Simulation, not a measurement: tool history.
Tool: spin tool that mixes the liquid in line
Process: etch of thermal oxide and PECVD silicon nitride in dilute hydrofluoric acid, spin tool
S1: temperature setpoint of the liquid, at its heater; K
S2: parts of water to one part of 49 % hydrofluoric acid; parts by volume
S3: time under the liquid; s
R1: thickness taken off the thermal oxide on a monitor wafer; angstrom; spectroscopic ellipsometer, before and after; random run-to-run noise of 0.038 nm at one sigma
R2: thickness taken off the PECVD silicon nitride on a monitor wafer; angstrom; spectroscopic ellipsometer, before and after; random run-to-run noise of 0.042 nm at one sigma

run 1 hour=0.0 | S1=293.15 S2=285 S3=180 | R1=18.8560 R2=18.7940
run 2 hour=7.8 | S1=294.65 S2=285 S3=180 | R1=19.4550 R2=20.9660
run 3 hour=14.8 | S1=294.65 S2=285 S3=130 | R1=14.2550 R2=14.5890
run 4 hour=23.7 | S1=294.65 S2=380 S3=130 | R1=9.7581 R2=11.0920
run 5 hour=25.1 | S1=295.65 S2=345 S3=130 | R1=11.3750 R2=13.5160
run 6 hour=30.0 | S1=295.65 S2=345 S3=95 | R1=8.3970 R2=9.5403
run 7 hour=32.0 | S1=296.65 S2=305 S3=95 | R1=10.0920 R2=11.7960
run 8 hour=39.0 | S1=297.15 S2=270 S3=100 | R1=12.7340 R2=14.3140
run 9 hour=47.2 | S1=297.65 S2=245 S3=100 | R1=14.7590 R2=16.3500
run 10 hour=48.4 | S1=298.15 S2=225 S3=100 | R1=16.7330 R2=18.4550
run 11 hour=49.6 | S1=298.65 S2=210 S3=100 | R1=18.3640 R2=20.0490

Expected results for the next run?
run 12 hour=53.9 | S1=299.15 S2=200 S3=100 | R1=? R2=?

{"run 12": {"R1": 19.813, "R2": 21.937}}
